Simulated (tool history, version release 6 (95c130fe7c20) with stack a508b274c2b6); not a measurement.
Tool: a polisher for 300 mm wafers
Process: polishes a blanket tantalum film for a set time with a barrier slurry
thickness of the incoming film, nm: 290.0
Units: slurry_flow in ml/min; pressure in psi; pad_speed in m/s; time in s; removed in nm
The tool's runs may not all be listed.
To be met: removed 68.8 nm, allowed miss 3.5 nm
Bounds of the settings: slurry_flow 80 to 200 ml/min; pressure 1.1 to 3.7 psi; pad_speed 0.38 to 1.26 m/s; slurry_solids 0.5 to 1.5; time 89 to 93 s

| run | hour | slurry_flow | pressure | pad_speed | slurry_solids | time | removed |
|---|---|---|---|---|---|---|---|
| 1 | 0 | 130 | 2.4 | 0.82 | 1 | 89 | 124.16 |
| 2 | 4.8 | 130 | 2.4 | 0.64 | 1 | 89 | 97.901 |
| 3 | 8.9 | 115 | 2.4 | 0.64 | 1 | 89 | 95.757 |
| 4 | 15 | 95 | 2.4 | 0.64 | 1 | 89 | 92.838 |
| 5 | 20 | 95 | 2.4 | 0.64 | 1 | 89 | 91.803 |
| 6 | 20.7 | 95 | 2.3 | 0.64 | 1 | 89 | 86.997 |
| 7 | 28 | 95 | 2.3 | 0.64 | 1 | 89 | 87.664 |
| 8 | 36.3 | 95 | 2.2 | 0.64 | 1 | 89 | 84.823 |
| 9 | 44.9 | 95 | 2.1 | 0.64 | 1 | 89 | 80.92 |
| 10 | 47 | 95 | 2 | 0.64 | 1 | 89 | 75.998 |
| 11 | 54.2 | 95 | 1.9 | 0.64 | 1 | 89 | 72.935 |

5 next moves are on the table. One of them brings every result within its allowed miss. Which?
| A | 61.4 | 85 | 1.6 | 0.74 | 1 | 89 | ? |
| B | 61.4 | 80 | 2.6 | 0.52 | 1.35 | 89 | ? |
| C | 61.4 | 85 | 2 | 0.64 | 1.15 | 93 | ? |
| D | 61.4 | 105 | 2.3 | 0.56 | 0.85 | 91 | ? |
| E | 61.4 | 100 | 2.1 | 0.64 | 0.95 | 90 | ? |

| move | removed |
|---|---|
| A | 69.929 |
| B | 84.013 |
| C | 81.704 |
| D | 78.903 |
| E | 82.857 |
A: meets every target
B: further off than the last run
C: further off than the last run
D: further off than the last run
E: further off than the last run
The right move is A.

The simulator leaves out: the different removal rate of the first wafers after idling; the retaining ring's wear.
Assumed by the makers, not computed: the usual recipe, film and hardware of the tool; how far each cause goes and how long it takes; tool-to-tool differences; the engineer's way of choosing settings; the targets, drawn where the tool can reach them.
